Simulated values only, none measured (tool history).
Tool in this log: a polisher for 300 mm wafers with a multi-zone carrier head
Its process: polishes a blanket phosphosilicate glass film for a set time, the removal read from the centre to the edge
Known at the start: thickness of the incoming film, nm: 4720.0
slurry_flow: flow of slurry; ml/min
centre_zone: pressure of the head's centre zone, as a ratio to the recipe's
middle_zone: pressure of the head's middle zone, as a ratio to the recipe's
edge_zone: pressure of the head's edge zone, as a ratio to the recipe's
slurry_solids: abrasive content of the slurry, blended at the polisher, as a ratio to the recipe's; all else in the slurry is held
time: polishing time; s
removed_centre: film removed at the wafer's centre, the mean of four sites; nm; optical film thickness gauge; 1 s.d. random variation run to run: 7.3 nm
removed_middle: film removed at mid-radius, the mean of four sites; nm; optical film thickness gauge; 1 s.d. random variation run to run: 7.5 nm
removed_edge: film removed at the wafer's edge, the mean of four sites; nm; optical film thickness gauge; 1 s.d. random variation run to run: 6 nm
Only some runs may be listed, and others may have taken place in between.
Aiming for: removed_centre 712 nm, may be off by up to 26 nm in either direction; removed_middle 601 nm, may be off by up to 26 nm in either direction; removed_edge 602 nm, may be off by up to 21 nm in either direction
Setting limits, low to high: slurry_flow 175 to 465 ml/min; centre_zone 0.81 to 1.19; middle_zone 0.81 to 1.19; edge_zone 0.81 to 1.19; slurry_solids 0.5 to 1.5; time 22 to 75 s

| run | hour | slurry_flow | centre_zone | middle_zone | edge_zone | slurry_solids | time | removed_centre | removed_middle | removed_edge |
|---|---|---|---|---|---|---|---|---|---|---|
| 1 | 0 | 295 | 1 | 1 | 1 | 1 | 48 | 447.16 | 488.45 | 474.6 |
| 2 | 0.6 | 310 | 1.05 | 0.99 | 0.99 | 1.1 | 48 | 495.19 | 512.47 | 504.15 |
| 3 | 6.8 | 310 | 1.05 | 0.99 | 0.91 | 1.1 | 48 | 506.59 | 519.75 | 481.98 |
| 4 | 11.6 | 320 | 1.09 | 0.97 | 0.91 | 1.2 | 48 | 547.83 | 512.41 | 513.32 |
| 5 | 20.1 | 350 | 1.09 | 0.97 | 0.91 | 1.2 | 48 | 552.97 | 532.48 | 503.45 |
| 6 | 25.8 | 410 | 1.09 | 0.97 | 0.91 | 1.2 | 48 | 562.74 | 544.82 | 514.88 |
| 7 | 31 | 410 | 1.19 | 0.92 | 0.95 | 1.45 | 49 | 682.14 | 574.12 | 576.08 |
|  | 33.7 | centre zone pressure recalibrated |
| 8 | 33.7 | 410 | 1.19 | 0.92 | 0.95 | 1.5 | 50 | 743.78 | 601.68 | 588.7 |

Which single option among these 4 for the next run brings every result within its allowed miss of target? Just one does.
| A | 36.4 | 400 | 1.05 | 0.92 | 1.03 | 1.25 | 55 | ? | ? | ? |
| B | 36.4 | 395 | 1.16 | 1 | 0.96 | 1.5 | 53 | ? | ? | ? |
| C | 36.4 | 360 | 1.19 | 0.9 | 0.98 | 1.5 | 52 | ? | ? | ? |
| D | 36.4 | 365 | 1.19 | 1 | 1.06 | 1.5 | 48 | ? | ? | ? |

| move | removed_centre | removed_middle | removed_edge |
|---|---|---|---|
| A | 668.66 | 595.22 | 636.77 |
| B | 771.26 | 665.37 | 641.61 |
| C | 769.77 | 593.33 | 632.97 |
| D | 711.92 | 598.78 | 606.51 |
A: takes the biggest miss from the last run beyond its target
B: moves away from the targets compared with the last run
C: moves away from the targets compared with the last run
D: every result lands within tolerance
Correct choice: D, which meets every target
